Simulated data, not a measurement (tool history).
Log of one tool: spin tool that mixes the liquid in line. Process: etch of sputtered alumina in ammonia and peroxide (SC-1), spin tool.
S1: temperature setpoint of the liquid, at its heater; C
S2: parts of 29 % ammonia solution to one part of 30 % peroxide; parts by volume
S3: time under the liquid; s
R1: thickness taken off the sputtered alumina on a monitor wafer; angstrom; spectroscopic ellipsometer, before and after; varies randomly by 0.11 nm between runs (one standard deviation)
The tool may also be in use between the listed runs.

run,hour,S1,S2,S3,R1
1,0.0,56.0,0.40,305,193.61
2,6.7,56.0,0.40,305,193.47
3,8.7,53.5,0.40,305,167.31
4,11.2,52.0,0.40,305,153.79
5,20.2,52.0,0.35,305,154.70
6,26.2,50.5,0.35,305,141.91

Run 7 is up next; what results do you expect?
7,30.1,50.5,0.35,305,?

{"run 7": {"R1": 143.19}}

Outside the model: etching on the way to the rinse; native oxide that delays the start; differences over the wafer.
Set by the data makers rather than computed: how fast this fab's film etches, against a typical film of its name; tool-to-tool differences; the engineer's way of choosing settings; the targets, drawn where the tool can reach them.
